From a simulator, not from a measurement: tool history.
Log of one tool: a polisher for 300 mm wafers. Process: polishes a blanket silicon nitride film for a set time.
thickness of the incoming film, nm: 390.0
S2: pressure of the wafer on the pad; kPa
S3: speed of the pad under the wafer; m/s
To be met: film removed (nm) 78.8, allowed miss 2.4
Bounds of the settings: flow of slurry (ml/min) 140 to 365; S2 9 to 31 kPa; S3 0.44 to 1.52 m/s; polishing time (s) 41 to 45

run 1 hour=0 | flow_of_slurry_(ml/min)=235 S2=20 S3=0.98 polishing_time_(s)=45 | film_removed_(nm)=62.201
run 2 hour=3.9 | flow_of_slurry_(ml/min)=260 S2=20 S3=0.98 polishing_time_(s)=45 | film_removed_(nm)=62.777
run 3 hour=11.5 | flow_of_slurry_(ml/min)=260 S2=20.7 S3=0.98 polishing_time_(s)=45 | film_removed_(nm)=65.215
run 4 hour=12.3 | flow_of_slurry_(ml/min)=315 S2=20.7 S3=0.98 polishing_time_(s)=45 | film_removed_(nm)=65.974
run 5 hour=21.1 | flow_of_slurry_(ml/min)=315 S2=21.4 S3=0.98 polishing_time_(s)=45 | film_removed_(nm)=68.904
run 6 hour=24.8 | flow_of_slurry_(ml/min)=315 S2=19.3 S3=0.98 polishing_time_(s)=45 | film_removed_(nm)=61.759
run 7 hour=29.7 | flow_of_slurry_(ml/min)=315 S2=20 S3=0.98 polishing_time_(s)=45 | film_removed_(nm)=63.847
run 8 hour=37.5 | flow_of_slurry_(ml/min)=315 S2=20 S3=0.98 polishing_time_(s)=45 | film_removed_(nm)=62.892
run 9 hour=41.7 | flow_of_slurry_(ml/min)=315 S2=20.7 S3=0.98 polishing_time_(s)=45 | film_removed_(nm)=65.935
run 10 hour=43.9 | flow_of_slurry_(ml/min)=315 S2=21.4 S3=0.98 polishing_time_(s)=45 | film_removed_(nm)=67.744
run 11 hour=49.4 | flow_of_slurry_(ml/min)=315 S2=23.4 S3=0.98 polishing_time_(s)=45 | film_removed_(nm)=74.019

4 next moves are on the table. One of them brings every result within its allowed miss. Which?
run A hour=54.9 | flow_of_slurry_(ml/min)=330 S2=23.4 S3=0.96 polishing_time_(s)=41 | film_removed_(nm)=?
run B hour=54.9 | flow_of_slurry_(ml/min)=335 S2=22.1 S3=1.16 polishing_time_(s)=42 | film_removed_(nm)=?
run C hour=54.9 | flow_of_slurry_(ml/min)=300 S2=20.7 S3=1.26 polishing_time_(s)=45 | film_removed_(nm)=?
run D hour=54.9 | flow_of_slurry_(ml/min)=330 S2=26.2 S3=0.96 polishing_time_(s)=43 | film_removed_(nm)=?

move=A film_removed_(nm)=66.949
move=B film_removed_(nm)=71.058
move=C film_removed_(nm)=74.085
move=D film_removed_(nm)=78.263
A: further off than the last run
B: further off than the last run
C: as far off as the last run
D: meets every target
The right move is D.
